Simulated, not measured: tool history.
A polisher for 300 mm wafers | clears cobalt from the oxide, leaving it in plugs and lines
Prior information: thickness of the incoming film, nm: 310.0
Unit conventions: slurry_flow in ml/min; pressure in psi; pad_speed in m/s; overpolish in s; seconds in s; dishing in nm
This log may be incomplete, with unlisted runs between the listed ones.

{"run": 1, "hour": 0.0, "slurry_flow": 255, "pressure": 1.7, "pad_speed": 1.24, "overpolish": 28, "seconds": 63.753, "dishing": 34.602}
{"run": 2, "hour": 7.3, "slurry_flow": 250, "pressure": 1.6, "pad_speed": 1.24, "overpolish": 25, "seconds": 69.466, "dishing": 34.296}
{"run": 3, "hour": 15.7, "slurry_flow": 275, "pressure": 1.5, "pad_speed": 1.22, "overpolish": 22, "seconds": 74.414, "dishing": 31.971}
{"run": 4, "hour": 22.5, "slurry_flow": 290, "pressure": 1.4, "pad_speed": 1.22, "overpolish": 20, "seconds": 76.696, "dishing": 31.301}
{"run": 5, "hour": 29.9, "slurry_flow": 290, "pressure": 1.1, "pad_speed": 1.22, "overpolish": 20, "seconds": 97.007, "dishing": 29.828}
{"run": 6, "hour": 35.9, "slurry_flow": 290, "pressure": 0.8, "pad_speed": 1.22, "overpolish": 20, "seconds": 130.82, "dishing": 25.683}
{"run": 7, "hour": 41.8, "slurry_flow": 295, "pressure": 0.8, "pad_speed": 1.24, "overpolish": 18, "seconds": 131.93, "dishing": 25.143}
{"run": 8, "hour": 42.6, "slurry_flow": 305, "pressure": 0.8, "pad_speed": 1.24, "overpolish": 16, "seconds": 127.68, "dishing": 23.156}
{"run": 9, "hour": 51.0, "slurry_flow": 350, "pressure": 1.2, "pad_speed": 1.24, "overpolish": 29, "seconds": 88.604, "dishing": 34.388}

Run 10 comes next. What will it give?
{"run": 10, "hour": 54.9, "slurry_flow": 330, "pressure": 1.2, "pad_speed": 1.24, "overpolish": 27, "seconds": "?", "dishing": "?"}

{"run 10": {"seconds": 87.259, "dishing": 34.2}}
